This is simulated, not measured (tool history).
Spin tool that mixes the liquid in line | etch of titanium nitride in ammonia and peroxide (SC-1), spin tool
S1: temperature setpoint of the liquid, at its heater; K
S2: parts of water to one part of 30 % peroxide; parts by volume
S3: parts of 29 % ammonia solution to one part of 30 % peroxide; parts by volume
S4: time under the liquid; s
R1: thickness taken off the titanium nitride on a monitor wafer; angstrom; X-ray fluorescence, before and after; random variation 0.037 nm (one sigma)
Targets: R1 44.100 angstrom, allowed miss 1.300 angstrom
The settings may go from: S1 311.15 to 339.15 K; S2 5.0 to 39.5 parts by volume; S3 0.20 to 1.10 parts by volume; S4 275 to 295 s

run  hour      S1    S2    S3   S4      R1
  1   0.0  323.15  22.0  0.60  275  98.638
  2   8.8  320.15  22.0  0.60  275  81.272
  3  10.1  314.65  22.0  0.60  275  53.218
  4  15.2  311.15  22.0  0.60  275  41.952
  5  23.6  311.15  29.0  0.60  275  36.153
  6  25.4  311.65  29.0  0.60  275  37.210
  7  28.8  312.15  29.0  0.60  275  38.242
  8  33.7  312.65  29.0  0.60  275  40.203
  9  36.5  313.15  29.0  0.60  275  40.713

Which of these 5 next moves meets every target?
  A  39.3  314.15  31.0  0.70  275   ?
  B  39.3  312.15  27.5  0.55  275   ?
  C  39.3  312.65  32.0  0.55  275   ?
  D  39.3  314.15  32.0  0.40  275   ?
  E  39.3  311.15  34.0  0.70  290   ?

move      R1
   A  44.104
   B  38.898
   C  37.033
   D  38.936
   E  35.293
A: meets every target
B: further off than the last run
C: further off than the last run
D: further off than the last run
E: further off than the last run
The right move is A.
